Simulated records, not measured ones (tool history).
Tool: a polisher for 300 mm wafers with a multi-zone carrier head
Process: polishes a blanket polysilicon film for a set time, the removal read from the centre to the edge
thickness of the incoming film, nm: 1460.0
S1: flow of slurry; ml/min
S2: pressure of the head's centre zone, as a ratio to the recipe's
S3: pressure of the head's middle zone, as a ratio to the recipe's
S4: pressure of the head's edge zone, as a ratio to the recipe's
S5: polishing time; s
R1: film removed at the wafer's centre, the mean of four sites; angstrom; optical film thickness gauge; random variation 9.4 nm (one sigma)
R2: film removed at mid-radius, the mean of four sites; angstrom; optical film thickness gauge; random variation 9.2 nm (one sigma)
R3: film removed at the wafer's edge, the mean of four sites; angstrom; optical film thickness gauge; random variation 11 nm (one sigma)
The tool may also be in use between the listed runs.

run  hour   S1    S2    S3    S4  S5      R1      R2      R3
  1   0.0  250  1.00  1.00  1.00  61  5240.1  5273.8  5230.6
  2   6.4  250  1.00  1.00  0.96  61  5335.2  5173.6  4988.9
  3  10.6  250  1.00  1.00  1.01  61  5214.3  5230.6  5279.4
  4  17.1  250  1.00  1.00  1.08  61  5253.0  5152.8  5372.9
  5  24.7  250  1.08  1.00  1.08  61  5704.3  5195.4  5270.9
  6  30.8  250  1.08  1.04  1.08  61  5675.5  5395.5  5465.1
  7  36.0  250  1.09  1.03  1.09  63  5839.8  5538.2  5712.3
  8  42.5  255  1.10  1.02  1.10  65  6091.3  5713.6  5609.9
  9  44.2  240  1.10  0.99  1.11  68  6331.6  5733.1  6160.8
 10  52.7  240  1.11  0.98  1.11  69  6657.2  5744.1  6038.8
 11  55.8  235  1.11  0.98  1.12  70  6658.5  5902.6  6143.8

Run 12 comes next. What will it give?
 12  62.8  230  1.11  0.97  1.13  72   ?   ?   ?

R1: 6839.2 angstrom
R2: 5906.2 angstrom
R3: 6377.2 angstrom

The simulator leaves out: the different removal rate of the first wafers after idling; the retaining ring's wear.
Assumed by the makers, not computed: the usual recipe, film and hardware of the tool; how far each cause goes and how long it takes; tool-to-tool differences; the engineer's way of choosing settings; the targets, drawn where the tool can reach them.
